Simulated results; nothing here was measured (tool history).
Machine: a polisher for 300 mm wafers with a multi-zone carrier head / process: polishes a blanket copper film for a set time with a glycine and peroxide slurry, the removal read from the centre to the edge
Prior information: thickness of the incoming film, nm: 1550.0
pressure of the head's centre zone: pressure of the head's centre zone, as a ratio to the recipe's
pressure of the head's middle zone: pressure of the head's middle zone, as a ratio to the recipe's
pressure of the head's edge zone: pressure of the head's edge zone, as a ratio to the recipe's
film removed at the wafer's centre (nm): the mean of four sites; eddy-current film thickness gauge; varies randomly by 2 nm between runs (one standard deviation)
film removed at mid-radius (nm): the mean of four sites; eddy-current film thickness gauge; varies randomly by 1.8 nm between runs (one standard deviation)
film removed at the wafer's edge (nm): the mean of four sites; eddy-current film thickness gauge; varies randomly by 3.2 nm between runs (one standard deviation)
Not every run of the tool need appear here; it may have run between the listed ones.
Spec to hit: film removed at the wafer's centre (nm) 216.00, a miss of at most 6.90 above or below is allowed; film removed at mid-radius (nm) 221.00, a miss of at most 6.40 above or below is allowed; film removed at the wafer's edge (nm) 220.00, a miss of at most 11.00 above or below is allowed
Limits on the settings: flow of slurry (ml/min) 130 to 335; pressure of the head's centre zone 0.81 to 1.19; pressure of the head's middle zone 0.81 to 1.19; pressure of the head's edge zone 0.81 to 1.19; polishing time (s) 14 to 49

run	hour	flow of slurry (ml/min)	pressure of the head's centre zone	pressure of the head's middle zone	pressure of the head's edge zone	polishing time (s)	film removed at the wafer's centre (nm)	film removed at mid-radius (nm)	film removed at the wafer's edge (nm)
1	0.0	215	1.00	1.00	1.00	31	175.64	183.80	189.13
2	2.1	215	1.00	1.00	1.00	38	216.37	220.44	232.22
3	8.0	215	0.96	1.00	1.00	38	205.97	219.66	231.25
4	14.8	215	0.96	1.00	0.97	38	204.29	225.63	227.46
5	17.3	250	0.96	1.00	0.97	38	213.47	230.95	230.90
6	20.5	250	0.96	0.94	0.97	38	212.40	221.82	235.07
7	23.4	250	0.97	0.94	0.96	38	217.42	221.46	241.64
8	24.4	250	0.98	0.95	0.96	38	212.63	222.90	237.18
9	25.1	250	1.00	0.96	0.96	38	221.81	224.57	234.29
10	28.8	250	1.00	0.96	0.95	38	221.79	222.70	232.17

Pick the move, out of 5, that brings all results within their allowed miss; only one does.
A	32.5	220	0.98	0.95	0.96	40	?	?	?
B	32.5	305	0.99	0.97	0.92	36	?	?	?
C	32.5	230	0.98	0.86	0.98	40	?	?	?
D	32.5	300	1.03	0.98	0.81	37	?	?	?
E	32.5	180	1.08	0.98	0.81	41	?	?	?

move	film removed at the wafer's centre (nm)	film removed at mid-radius (nm)	film removed at the wafer's edge (nm)
A	224.77	229.21	232.94
B	218.00	220.75	214.24
C	227.01	220.25	236.95
D	232.56	227.51	207.54
E	240.77	227.56	213.71
A: the biggest miss grows against the last run
B: every result lands within tolerance
C: the biggest miss grows against the last run
D: moves the result that the last run missed by most past its target, out the other side
E: gets the furthest-off result to its target, but another result is out of tolerance
Correct choice: B, which meets every target

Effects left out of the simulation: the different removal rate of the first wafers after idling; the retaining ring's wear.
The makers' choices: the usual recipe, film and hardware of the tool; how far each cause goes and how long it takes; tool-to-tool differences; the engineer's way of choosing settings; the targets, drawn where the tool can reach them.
